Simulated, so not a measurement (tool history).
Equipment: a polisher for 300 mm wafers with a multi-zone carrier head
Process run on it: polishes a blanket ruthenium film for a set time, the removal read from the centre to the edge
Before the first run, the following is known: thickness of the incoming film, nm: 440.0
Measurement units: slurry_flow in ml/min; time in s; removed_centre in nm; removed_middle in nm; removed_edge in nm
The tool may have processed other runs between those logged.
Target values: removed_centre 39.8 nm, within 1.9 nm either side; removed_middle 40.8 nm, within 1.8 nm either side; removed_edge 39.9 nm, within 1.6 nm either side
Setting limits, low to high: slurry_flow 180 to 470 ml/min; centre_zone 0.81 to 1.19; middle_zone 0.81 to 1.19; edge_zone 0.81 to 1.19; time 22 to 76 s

{"run": 1, "hour": 0.0, "slurry_flow": 300, "centre_zone": 1, "middle_zone": 1, "edge_zone": 1, "time": 49, "removed_centre": 71.836, "removed_middle": 68.264, "removed_edge": 69.988}
{"run": 2, "hour": 3.0, "slurry_flow": 300, "centre_zone": 0.96, "middle_zone": 1, "edge_zone": 1, "time": 49, "removed_centre": 68.984, "removed_middle": 68.675, "removed_edge": 71.618}
{"run": 3, "hour": 9.0, "slurry_flow": 300, "centre_zone": 0.96, "middle_zone": 1, "edge_zone": 0.96, "time": 49, "removed_centre": 68.504, "removed_middle": 68.84, "removed_edge": 69.147}
{"run": 4, "hour": 10.8, "slurry_flow": 300, "centre_zone": 0.96, "middle_zone": 1, "edge_zone": 0.96, "time": 40, "removed_centre": 55.521, "removed_middle": 57.272, "removed_edge": 56.17}
{"run": 5, "hour": 19.8, "slurry_flow": 300, "centre_zone": 0.96, "middle_zone": 0.99, "edge_zone": 0.95, "time": 38, "removed_centre": 52.952, "removed_middle": 53.309, "removed_edge": 53.511}
{"run": 6, "hour": 21.3, "slurry_flow": 300, "centre_zone": 0.96, "middle_zone": 0.99, "edge_zone": 0.94, "time": 36, "removed_centre": 49.649, "removed_middle": 50.388, "removed_edge": 49.844}
{"run": 7, "hour": 25.6, "slurry_flow": 300, "centre_zone": 0.95, "middle_zone": 0.98, "edge_zone": 0.93, "time": 35, "removed_centre": 48.1, "removed_middle": 48.804, "removed_edge": 49.279}
{"run": 8, "hour": 28.6, "slurry_flow": 295, "centre_zone": 0.96, "middle_zone": 1, "edge_zone": 0.87, "time": 24, "removed_centre": 32.634, "removed_middle": 34.393, "removed_edge": 32.229}
{"run": 9, "hour": 33.6, "slurry_flow": 305, "centre_zone": 0.96, "middle_zone": 1, "edge_zone": 0.89, "time": 24, "removed_centre": 32.904, "removed_middle": 33.834, "removed_edge": 33.122}
{"run": 10, "hour": 36.6, "slurry_flow": 305, "centre_zone": 0.96, "middle_zone": 1.01, "edge_zone": 0.9, "time": 25, "removed_centre": 33.953, "removed_middle": 36.015, "removed_edge": 35.031}
{"run": 11, "hour": 45.6, "slurry_flow": 305, "centre_zone": 0.97, "middle_zone": 1.01, "edge_zone": 0.91, "time": 26, "removed_centre": 35.978, "removed_middle": 36.649, "removed_edge": 35.519}
{"run": 12, "hour": 47.1, "slurry_flow": 315, "centre_zone": 0.96, "middle_zone": 1.05, "edge_zone": 1.01, "time": 31, "removed_centre": 43.992, "removed_middle": 46.268, "removed_edge": 46.128}
{"run": 13, "hour": 50.4, "slurry_flow": 315, "centre_zone": 0.96, "middle_zone": 1.05, "edge_zone": 1, "time": 31, "removed_centre": 43.569, "removed_middle": 45.644, "removed_edge": 44.017}

4 next moves are on the table. One of them brings every result within its allowed miss. Which?
{"run": "A", "hour": 53.7, "slurry_flow": 255, "centre_zone": 0.95, "middle_zone": 0.98, "edge_zone": 0.88, "time": 30, "removed_centre": "?", "removed_middle": "?", "removed_edge": "?"}
{"run": "B", "hour": 53.7, "slurry_flow": 345, "centre_zone": 0.84, "middle_zone": 1.13, "edge_zone": 0.95, "time": 28, "removed_centre": "?", "removed_middle": "?", "removed_edge": "?"}
{"run": "C", "hour": 53.7, "slurry_flow": 380, "centre_zone": 0.96, "middle_zone": 0.94, "edge_zone": 1.09, "time": 26, "removed_centre": "?", "removed_middle": "?", "removed_edge": "?"}
{"run": "D", "hour": 53.7, "slurry_flow": 310, "centre_zone": 0.81, "middle_zone": 0.87, "edge_zone": 1.09, "time": 32, "removed_centre": "?", "removed_middle": "?", "removed_edge": "?"}

move=A removed_centre=40.408 removed_middle=40.643 removed_edge=40.502
move=B removed_centre=34.538 removed_middle=44.109 removed_edge=40.04
move=C removed_centre=36.976 removed_middle=35.407 removed_edge=40.104
move=D removed_centre=37.563 removed_middle=40.223 removed_edge=48.721
A: in spec on every target
B: no better and no worse than the last run
C: the result that was furthest off in the last run now lies on the other side of its target
D: puts the biggest miss on target and leaves a different result outside tolerance
The move that meets every target is A.

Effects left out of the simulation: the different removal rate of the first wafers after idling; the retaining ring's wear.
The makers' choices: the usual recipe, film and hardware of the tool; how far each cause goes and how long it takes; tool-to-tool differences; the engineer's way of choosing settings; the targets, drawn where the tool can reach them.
